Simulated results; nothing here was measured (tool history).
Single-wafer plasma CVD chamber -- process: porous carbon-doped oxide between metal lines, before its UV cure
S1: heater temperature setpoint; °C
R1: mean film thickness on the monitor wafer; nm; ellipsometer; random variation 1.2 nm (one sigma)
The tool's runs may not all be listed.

run 1 hour=0.0 | S1=280 RF_power_(W)=535 deposition_time_(s)=33.3 | R1=220.04
run 2 hour=5.2 | S1=280 RF_power_(W)=535 deposition_time_(s)=34.4 | R1=226.11
run 3 hour=9.4 | S1=278 RF_power_(W)=535 deposition_time_(s)=34.4 | R1=231.54
run 4 hour=11.5 | S1=278 RF_power_(W)=470 deposition_time_(s)=34.4 | R1=199.21
run 5 hour=15.1 | S1=274 RF_power_(W)=470 deposition_time_(s)=34.4 | R1=206.46
run 6 hour=19.2 | S1=278 RF_power_(W)=470 deposition_time_(s)=34.4 | R1=200.60
run 7 hour=26.4 | S1=276 RF_power_(W)=475 deposition_time_(s)=34.4 | R1=205.69
run 8 hour=33.6 | S1=274 RF_power_(W)=480 deposition_time_(s)=34.4 | R1=212.40
run 9 hour=37.0 | S1=272 RF_power_(W)=480 deposition_time_(s)=34.4 | R1=212.87
run 10 hour=37.6 | S1=260 RF_power_(W)=565 deposition_time_(s)=34.4 | R1=272.12

Forecast run 11:
run 11 hour=45.6 | S1=261 RF_power_(W)=565 deposition_time_(s)=34.4 | R1=?

Run 11 produced R1 268.06 nm.

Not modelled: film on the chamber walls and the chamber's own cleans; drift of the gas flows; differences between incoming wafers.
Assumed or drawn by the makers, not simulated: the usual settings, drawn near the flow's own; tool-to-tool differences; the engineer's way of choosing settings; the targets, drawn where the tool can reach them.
